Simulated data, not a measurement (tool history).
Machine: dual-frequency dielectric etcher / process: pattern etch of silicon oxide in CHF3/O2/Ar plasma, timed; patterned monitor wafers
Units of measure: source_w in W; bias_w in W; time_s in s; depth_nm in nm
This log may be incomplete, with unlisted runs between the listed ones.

run    day  source_w  bias_w  time_s  depth_nm
  1      0       860     149   476.5    1150.5
  2  0.112       860     137   476.5    1111.2
  3  0.354       890     138   476.5    1123.9
  4  0.525       890     153   476.5      1181
  5  0.854       890     138   476.5    1132.5
  6  0.929       920     138   476.5    1149.4

Run 7, settings as shown, results not yet in. Your forecast:
     1.062  -- source power generator calibrated
  7  1.062       950     138   476.5         ?

{"run 7": {"depth_nm": 1171.8}}

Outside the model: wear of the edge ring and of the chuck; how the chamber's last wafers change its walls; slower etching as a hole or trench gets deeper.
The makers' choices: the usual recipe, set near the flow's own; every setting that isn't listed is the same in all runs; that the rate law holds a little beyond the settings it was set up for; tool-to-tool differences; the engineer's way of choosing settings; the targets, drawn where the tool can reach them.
